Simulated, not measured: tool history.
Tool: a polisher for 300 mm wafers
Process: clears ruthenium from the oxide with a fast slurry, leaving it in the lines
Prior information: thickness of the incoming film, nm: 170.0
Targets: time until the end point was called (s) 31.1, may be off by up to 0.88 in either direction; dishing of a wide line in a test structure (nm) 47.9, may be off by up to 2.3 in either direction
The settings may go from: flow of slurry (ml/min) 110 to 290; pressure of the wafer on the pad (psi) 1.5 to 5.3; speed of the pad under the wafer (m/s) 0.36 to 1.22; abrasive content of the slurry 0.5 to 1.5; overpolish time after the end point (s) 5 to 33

run,hour,flow of slurry (ml/min),pressure of the wafer on the pad (psi),speed of the pad under the wafer (m/s),abrasive content of the slurry,overpolish time after the end point (s),time until the end point was called (s),dishing of a wide line in a test structure (nm)
1,0,185,3.4,0.78,1,17,50.652,35.956
2,1.7,190,3.6,0.78,1,17,48.325,38.218
3,10.1,195,3.8,0.78,1,16,46.757,37.961
4,16.5,195,3.8,0.78,1.1,16,43.055,40.043
5,18.5,195,3.8,0.66,1.1,16,51.374,35.719
6,26.8,195,4,0.68,1.1,16,47.89,36.892
7,34.6,195,4,0.68,1.1,16,48.135,37.775
8,36.4,200,4.2,0.7,1.1,16,45.006,38.282
9,42,200,4.4,0.72,1.1,16,42.706,40.411
10,42.9,200,4.5,0.74,1.1,16,40.844,41.038
11,51.7,200,4.6,0.76,1.1,16,38.752,42.359
12,60.2,200,4.7,0.76,1.1,16,39.118,43.41
13,63.3,235,5.3,0.82,1.1,14,32.185,43.671

Consider the 4 candidate settings below. Which is the only one whose results all fall within their allowed miss of target?
A,66.4,230,5.3,0.8,1.2,16,?,?
B,66.4,225,5,0.9,1.05,12,?,?
C,66.4,240,5.3,0.92,1.05,12,?,?
D,66.4,215,5.3,0.96,1,15,?,?

move,time until the end point was called (s),dishing of a wide line in a test structure (nm)
A,31.617,47.512
B,32.102,39.862
C,29.884,41.667
D,30.065,47.156
A: all results land within tolerance of their targets
B: moves away from the targets compared with the last run
C: moves away from the targets compared with the last run
D: brings the last run's worst result on target, with another outside its allowed miss
So the answer is move A, the one that meets all the targets.
